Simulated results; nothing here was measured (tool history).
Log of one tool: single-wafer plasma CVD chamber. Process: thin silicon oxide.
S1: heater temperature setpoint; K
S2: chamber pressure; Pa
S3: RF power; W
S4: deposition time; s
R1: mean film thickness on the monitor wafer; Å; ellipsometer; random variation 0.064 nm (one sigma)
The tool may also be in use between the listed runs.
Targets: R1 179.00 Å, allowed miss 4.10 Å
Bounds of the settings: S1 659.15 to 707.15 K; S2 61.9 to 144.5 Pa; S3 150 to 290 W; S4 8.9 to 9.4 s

run,hour,S1,S2,S3,S4,R1
1,0.0,683.15,103.2,220,9.4,159.52
2,8.1,683.15,105.7,220,9.4,162.08
3,16.0,683.15,108.0,220,9.4,164.39
4,23.2,683.15,110.1,220,9.4,166.21
5,31.7,683.15,110.1,220,8.9,158.12
6,40.1,683.15,113.5,220,8.9,161.41
7,45.5,683.15,116.5,220,8.9,164.26
# hour 50.5: capacitance manometer re-zeroed and calibrated
8,50.5,683.15,128.0,220,8.9,167.21
9,55.8,683.15,130.5,220,8.9,169.50
10,59.7,683.15,132.8,220,8.9,171.42
11,64.7,683.15,134.7,220,8.9,173.98

5 next moves are on the table. One of them brings every result within its allowed miss. Which?
A,69.7,689.15,134.8,235,9.4,?
B,69.7,681.15,130.8,205,9.2,?
C,69.7,683.15,126.0,225,9.4,?
D,69.7,665.15,125.9,250,9.4,?
E,69.7,682.15,140.5,200,9.0,?

move,R1
A,189.14
B,170.36
C,177.58
D,189.33
E,172.25
A: takes the result that was furthest off past its target
B: further off than the last run
C: meets every target
D: takes the result that was furthest off past its target
E: further off than the last run
Answer: C

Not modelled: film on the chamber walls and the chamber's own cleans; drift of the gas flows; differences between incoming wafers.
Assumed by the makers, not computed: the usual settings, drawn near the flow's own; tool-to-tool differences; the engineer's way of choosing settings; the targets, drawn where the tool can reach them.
